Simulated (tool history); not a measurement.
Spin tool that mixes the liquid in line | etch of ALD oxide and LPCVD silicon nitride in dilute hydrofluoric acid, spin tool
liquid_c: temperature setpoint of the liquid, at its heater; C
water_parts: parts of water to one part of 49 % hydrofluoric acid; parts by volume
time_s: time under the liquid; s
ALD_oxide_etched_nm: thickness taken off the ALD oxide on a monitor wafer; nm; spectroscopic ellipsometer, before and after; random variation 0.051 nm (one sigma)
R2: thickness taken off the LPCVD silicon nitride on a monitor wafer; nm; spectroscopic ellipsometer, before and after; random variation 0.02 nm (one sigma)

Run 1, hour 0.0: liquid_c 21.0 C, water_parts 95 parts by volume, time_s 180 s. Result: ALD_oxide_etched_nm 24.911 nm, R2 0.74675 nm.
Run 2, hour 8.0: liquid_c 20.5 C, water_parts 100 parts by volume, time_s 180 s. Result: ALD_oxide_etched_nm 23.291 nm, R2 0.67500 nm.
Run 3, hour 11.8: liquid_c 19.0 C, water_parts 100 parts by volume, time_s 180 s. Result: ALD_oxide_etched_nm 21.852 nm, R2 0.63289 nm.
Run 4, hour 16.3: liquid_c 17.0 C, water_parts 100 parts by volume, time_s 180 s. Result: ALD_oxide_etched_nm 20.064 nm, R2 0.52314 nm.
Run 5, hour 19.2: liquid_c 17.0 C, water_parts 100 parts by volume, time_s 225 s. Result: ALD_oxide_etched_nm 25.107 nm, R2 0.62758 nm.
Run 6, hour 23.2: liquid_c 17.0 C, water_parts 100 parts by volume, time_s 225 s. Result: ALD_oxide_etched_nm 25.070 nm, R2 0.62929 nm.
Run 7, hour 32.1: liquid_c 17.0 C, water_parts 110 parts by volume, time_s 225 s. Result: ALD_oxide_etched_nm 22.593 nm, R2 0.51261 nm.
Run 8, hour 37.1: liquid_c 18.0 C, water_parts 115 parts by volume, time_s 220 s. Result: ALD_oxide_etched_nm 21.936 nm, R2 0.56172 nm.
Run 9, hour 41.1: liquid_c 18.0 C, water_parts 120 parts by volume, time_s 220 s. Result: ALD_oxide_etched_nm 20.885 nm, R2 0.57619 nm.
Run 10, hour 41.6: liquid_c 18.0 C, water_parts 125 parts by volume, time_s 220 s. Result: ALD_oxide_etched_nm 19.881 nm, R2 0.54488 nm.
Run 11, hour 46.6: liquid_c 18.0 C, water_parts 130 parts by volume, time_s 220 s. Result: ALD_oxide_etched_nm 18.991 nm, R2 0.48235 nm.
Run 12, hour 52.5: liquid_c 18.0 C, water_parts 135 parts by volume, time_s 220 s. Result: ALD_oxide_etched_nm 18.291 nm, R2 0.51622 nm.

What does the tool deliver on the next run?
Run 13, hour 58.7: liquid_c 17.0 C, water_parts 155 parts by volume, time_s 215 s. Result: ALD_oxide_etched_nm ?, R2 ?.

Run 13 gave ALD_oxide_etched_nm 14.565 nm, R2 0.41543 nm.
